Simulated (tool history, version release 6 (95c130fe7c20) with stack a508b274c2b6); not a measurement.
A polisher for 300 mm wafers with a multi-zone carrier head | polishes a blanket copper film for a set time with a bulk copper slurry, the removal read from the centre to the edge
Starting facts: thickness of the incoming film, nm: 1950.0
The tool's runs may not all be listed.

| run | hour | flow of slurry (ml/min) | pressure of the head's centre zone | pressure of the head's middle zone | pressure of the head's edge zone | abrasive content of the slurry | polishing time (s) | film removed at the wafer's centre (nm) | film removed at mid-radius (nm) | film removed at the wafer's edge (nm) |
|---|---|---|---|---|---|---|---|---|---|---|
| 1 | 0 | 285 | 1 | 1 | 1 | 1 | 38 | 521.83 | 514.54 | 523.6 |
| 2 | 3.2 | 300 | 1.02 | 1.05 | 1.04 | 1.05 | 38 | 538.77 | 536.49 | 534.26 |
| 3 | 10 | 305 | 1.03 | 1.08 | 1.05 | 1.15 | 38 | 548.31 | 571.5 | 557.77 |
| 4 | 13.1 | 305 | 1.03 | 1.08 | 1.05 | 1 | 38 | 541.1 | 554.46 | 520.84 |
| 5 | 16.3 | 305 | 1.03 | 1.08 | 1.05 | 1 | 34 | 480.02 | 495.42 | 485.74 |
| 6 | 21.2 | 315 | 1.06 | 1.11 | 1.06 | 1.15 | 35 | 527.27 | 531.47 | 507.14 |
| 7 | 28.6 | 320 | 1.07 | 1.13 | 1.07 | 1.25 | 36 | 556.11 | 571.8 | 529.38 |
| 8 | 35.3 | 325 | 1.08 | 1.14 | 1.09 | 1.3 | 36 | 564.86 | 571.93 | 529.38 |

For run 9, what comes out?
| 9 | 42 | 325 | 1.07 | 1.14 | 1.1 | 1.35 | 37 | ? | ? | ? |

Run 9 came out at film removed at the wafer's centre (nm) 581.53, film removed at mid-radius (nm) 599.97, film removed at the wafer's edge (nm) 552.51.
